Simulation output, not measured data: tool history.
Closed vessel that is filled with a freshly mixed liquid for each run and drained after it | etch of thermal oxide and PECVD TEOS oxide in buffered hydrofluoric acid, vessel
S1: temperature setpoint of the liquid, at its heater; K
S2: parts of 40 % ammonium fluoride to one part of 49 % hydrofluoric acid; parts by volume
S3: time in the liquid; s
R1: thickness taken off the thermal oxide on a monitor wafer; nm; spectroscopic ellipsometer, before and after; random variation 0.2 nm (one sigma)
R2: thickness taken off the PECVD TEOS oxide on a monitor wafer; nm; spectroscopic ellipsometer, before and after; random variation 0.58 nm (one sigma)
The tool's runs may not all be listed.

run 1 hour=0.0 | S1=294.15 S2=16.5 S3=60 | R1=36.224 R2=34.091
run 2 hour=6.3 | S1=294.15 S2=20.5 S3=60 | R1=29.390 R2=27.975
run 3 hour=10.8 | S1=294.15 S2=22.5 S3=60 | R1=27.442 R2=26.684
run 4 hour=19.1 | S1=296.65 S2=22.5 S3=60 | R1=31.751 R2=30.522
run 5 hour=27.5 | S1=298.65 S2=20.0 S3=60 | R1=38.311 R2=36.961
run 6 hour=34.1 | S1=299.65 S2=17.5 S3=60 | R1=46.242 R2=45.161
run 7 hour=36.7 | S1=300.15 S2=16.0 S3=60 | R1=51.853 R2=49.578
run 8 hour=45.1 | S1=300.65 S2=15.0 S3=60 | R1=56.571 R2=54.461

Run 9 comes next. What will it give?
run 9 hour=52.4 | S1=302.15 S2=13.5 S3=60 | R1=? R2=?

R1: 68.034 nm
R2: 65.488 nm
